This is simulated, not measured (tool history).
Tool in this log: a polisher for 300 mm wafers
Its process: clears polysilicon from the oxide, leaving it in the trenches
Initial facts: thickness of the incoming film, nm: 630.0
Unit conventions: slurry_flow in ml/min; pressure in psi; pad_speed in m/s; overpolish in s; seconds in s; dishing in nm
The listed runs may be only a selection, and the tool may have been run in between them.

Run 1, day 0: slurry_flow 125 ml/min, pressure 3 psi, pad_speed 1.1 m/s, overpolish 9 s. Result: seconds 32.265 s, dishing 70.838 nm.
Run 2, day 0.354: slurry_flow 125 ml/min, pressure 3 psi, pad_speed 1.1 m/s, overpolish 8 s. Result: seconds 33.493 s, dishing 67.814 nm.
Run 3, day 0.646: slurry_flow 125 ml/min, pressure 3.1 psi, pad_speed 1.1 m/s, overpolish 7 s. Result: seconds 31.413 s, dishing 65.774 nm.
Run 4, day 0.938: slurry_flow 125 ml/min, pressure 3.6 psi, pad_speed 1.1 m/s, overpolish 7 s. Result: seconds 27.68 s, dishing 68.294 nm.
Run 5, day 1.279: slurry_flow 125 ml/min, pressure 3.6 psi, pad_speed 1.22 m/s, overpolish 7 s. Result: seconds 25.788 s, dishing 72.301 nm.
Run 6, day 1.525: slurry_flow 135 ml/min, pressure 3.8 psi, pad_speed 1.1 m/s, overpolish 6 s. Result: seconds 26.669 s, dishing 63.821 nm.
Run 7, day 1.758: slurry_flow 145 ml/min, pressure 3.8 psi, pad_speed 1.08 m/s, overpolish 6 s. Result: seconds 26.635 s, dishing 64.963 nm.

For run 8, what comes out?
Run 8, day 2.112: slurry_flow 145 ml/min, pressure 3.8 psi, pad_speed 1.08 m/s, overpolish 6 s. Result: seconds ?, dishing ?.

{"run 8": {"seconds": 26.653, "dishing": 68.042}}
